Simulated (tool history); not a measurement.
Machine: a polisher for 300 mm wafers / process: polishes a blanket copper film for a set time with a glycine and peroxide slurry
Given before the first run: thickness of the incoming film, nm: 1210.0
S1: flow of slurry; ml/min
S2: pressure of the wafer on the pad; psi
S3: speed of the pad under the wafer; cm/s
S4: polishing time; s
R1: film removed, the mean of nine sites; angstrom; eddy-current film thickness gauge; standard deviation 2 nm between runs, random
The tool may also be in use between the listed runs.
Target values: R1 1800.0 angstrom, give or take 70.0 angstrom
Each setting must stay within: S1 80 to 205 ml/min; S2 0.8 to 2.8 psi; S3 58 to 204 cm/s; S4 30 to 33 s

Run 1, day 0.000: S1 135 ml/min, S2 1.8 psi, S3 130 cm/s, S4 33 s. Result: R1 1383.2 angstrom.
Run 2, day 0.346: S1 140 ml/min, S2 1.9 psi, S3 130 cm/s, S4 33 s. Result: R1 1405.0 angstrom.
Run 3, day 0.442: S1 140 ml/min, S2 1.9 psi, S3 130 cm/s, S4 30 s. Result: R1 1301.8 angstrom.
Run 4, day 0.604: S1 140 ml/min, S2 2.1 psi, S3 132 cm/s, S4 30 s. Result: R1 1373.7 angstrom.
Run 5, day 0.858: S1 140 ml/min, S2 2.3 psi, S3 138 cm/s, S4 30 s. Result: R1 1529.6 angstrom.
Run 6, day 1.104: S1 140 ml/min, S2 2.3 psi, S3 138 cm/s, S4 30 s. Result: R1 1539.6 angstrom.
Run 7, day 1.146: S1 140 ml/min, S2 2.4 psi, S3 140 cm/s, S4 30 s. Result: R1 1600.7 angstrom.
Run 8, day 1.475: S1 140 ml/min, S2 2.5 psi, S3 140 cm/s, S4 30 s. Result: R1 1623.0 angstrom.
Run 9, day 1.650: S1 140 ml/min, S2 2.6 psi, S3 140 cm/s, S4 30 s. Result: R1 1656.5 angstrom.

Which one of the following 4 next-run settings gets every result inside its allowed miss? There is exactly one.
Run A, day 1.825: S1 160 ml/min, S2 2.8 psi, S3 132 cm/s, S4 33 s. Result: R1 ?.
Run B, day 1.825: S1 130 ml/min, S2 2.6 psi, S3 138 cm/s, S4 30 s. Result: R1 ?.
Run C, day 1.825: S1 150 ml/min, S2 2.5 psi, S3 166 cm/s, S4 32 s. Result: R1 ?.
Run D, day 1.825: S1 120 ml/min, S2 2.7 psi, S3 132 cm/s, S4 33 s. Result: R1 ?.

move      R1
   A  1891.1
   B  1636.5
   C  1999.4
   D  1764.3
A: moves the result that the last run missed by most past its target, out the other side
B: moves away from the targets compared with the last run
C: moves the result that the last run missed by most past its target, out the other side
D: each result inside its tolerance
Correct choice: D, which meets every target

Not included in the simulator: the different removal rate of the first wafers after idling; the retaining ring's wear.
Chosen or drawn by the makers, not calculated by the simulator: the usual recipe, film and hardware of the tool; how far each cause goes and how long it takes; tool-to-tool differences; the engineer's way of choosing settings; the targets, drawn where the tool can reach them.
